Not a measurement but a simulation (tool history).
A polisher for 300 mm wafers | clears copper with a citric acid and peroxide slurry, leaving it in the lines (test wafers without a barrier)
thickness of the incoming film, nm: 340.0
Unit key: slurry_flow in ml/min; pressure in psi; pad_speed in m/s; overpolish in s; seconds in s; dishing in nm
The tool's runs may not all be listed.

run    day  slurry_flow  pressure  pad_speed  slurry_solids  overpolish  seconds  dishing
  1      0          180       3.9        1.1              1          30   128.61   40.083
  2  0.117          180       3.9        1.1              1          24    127.7   35.386
  3  0.154          180       3.6       1.12              1          22   138.98   31.201
  4  0.529          180       3.6       1.12              1          33   137.87   43.256
  5  0.621          180       2.6       1.12              1          33   186.39   34.803
  6  0.925          185       2.5       1.16           1.05          29   182.45   31.822
  7  1.062          190       2.4       1.18            1.1          26   184.28   28.834
  8  1.354          205       2.3        1.2           1.15          23   184.45   26.196

What will run 9 give?
  9  1.467          205       2.3        1.2           1.15          23        ?        ?

{"run 9": {"seconds": 184.96, "dishing": 26.778}}
